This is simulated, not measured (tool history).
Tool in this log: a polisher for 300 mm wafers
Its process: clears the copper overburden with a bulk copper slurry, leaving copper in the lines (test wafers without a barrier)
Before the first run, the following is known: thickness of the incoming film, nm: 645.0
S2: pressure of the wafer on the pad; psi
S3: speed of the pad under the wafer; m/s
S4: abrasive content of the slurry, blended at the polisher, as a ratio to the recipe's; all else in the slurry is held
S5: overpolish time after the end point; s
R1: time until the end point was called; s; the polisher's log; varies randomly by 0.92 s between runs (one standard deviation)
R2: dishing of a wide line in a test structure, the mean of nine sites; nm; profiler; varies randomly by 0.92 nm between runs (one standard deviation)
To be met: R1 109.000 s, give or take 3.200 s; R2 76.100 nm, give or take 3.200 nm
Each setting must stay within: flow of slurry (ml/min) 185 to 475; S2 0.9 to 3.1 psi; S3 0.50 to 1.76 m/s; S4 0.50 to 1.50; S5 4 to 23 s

Run 1, hour 0.0: flow of slurry (ml/min) 305, S2 2.0 psi, S3 1.12 m/s, S4 1.00, S5 12 s. Result: R1 89.551 s, R2 61.745 nm.
Run 2, hour 6.8: flow of slurry (ml/min) 305, S2 2.0 psi, S3 1.12 m/s, S4 1.00, S5 17 s. Result: R1 89.149 s, R2 82.176 nm.
Run 3, hour 12.3: flow of slurry (ml/min) 305, S2 1.6 psi, S3 1.12 m/s, S4 1.00, S5 17 s. Result: R1 111.390 s, R2 65.775 nm.
Run 4, hour 16.1: flow of slurry (ml/min) 305, S2 1.6 psi, S3 1.12 m/s, S4 1.00, S5 18 s. Result: R1 110.170 s, R2 69.812 nm.
Run 5, hour 19.2: flow of slurry (ml/min) 305, S2 1.6 psi, S3 1.34 m/s, S4 1.00, S5 18 s. Result: R1 100.190 s, R2 74.617 nm.
Run 6, hour 24.6: flow of slurry (ml/min) 305, S2 1.6 psi, S3 1.34 m/s, S4 0.85, S5 18 s. Result: R1 104.200 s, R2 72.134 nm.
Run 7, hour 27.9: flow of slurry (ml/min) 305, S2 1.6 psi, S3 1.34 m/s, S4 0.85, S5 19 s. Result: R1 103.910 s, R2 77.303 nm.
Run 8, hour 36.8: flow of slurry (ml/min) 300, S2 1.6 psi, S3 1.34 m/s, S4 0.85, S5 19 s. Result: R1 102.260 s, R2 75.143 nm.

Pick the move, out of 5, that brings all results within their allowed miss; only one does.
Run A, hour 45.7: flow of slurry (ml/min) 245, S2 1.6 psi, S3 1.60 m/s, S4 0.80, S5 16 s. Result: R1 ?, R2 ?.
Run B, hour 45.7: flow of slurry (ml/min) 280, S2 1.6 psi, S3 1.54 m/s, S4 1.00, S5 15 s. Result: R1 ?, R2 ?.
Run C, hour 45.7: flow of slurry (ml/min) 355, S2 1.6 psi, S3 1.36 m/s, S4 0.70, S5 20 s. Result: R1 ?, R2 ?.
Run D, hour 45.7: flow of slurry (ml/min) 265, S2 1.5 psi, S3 1.46 m/s, S4 0.75, S5 17 s. Result: R1 ?, R2 ?.
Run E, hour 45.7: flow of slurry (ml/min) 320, S2 1.6 psi, S3 1.32 m/s, S4 1.00, S5 18 s. Result: R1 ?, R2 ?.

move       R1      R2
   A   96.444  72.334
   B   91.589  71.688
   C  107.480  78.192
   D  110.110  68.142
   E   99.999  76.479
A: the biggest miss grows against the last run
B: the biggest miss grows against the last run
C: every result lands within tolerance
D: the furthest-off result lands on target, but another misses its tolerance
E: the biggest miss grows against the last run
The right move is C.

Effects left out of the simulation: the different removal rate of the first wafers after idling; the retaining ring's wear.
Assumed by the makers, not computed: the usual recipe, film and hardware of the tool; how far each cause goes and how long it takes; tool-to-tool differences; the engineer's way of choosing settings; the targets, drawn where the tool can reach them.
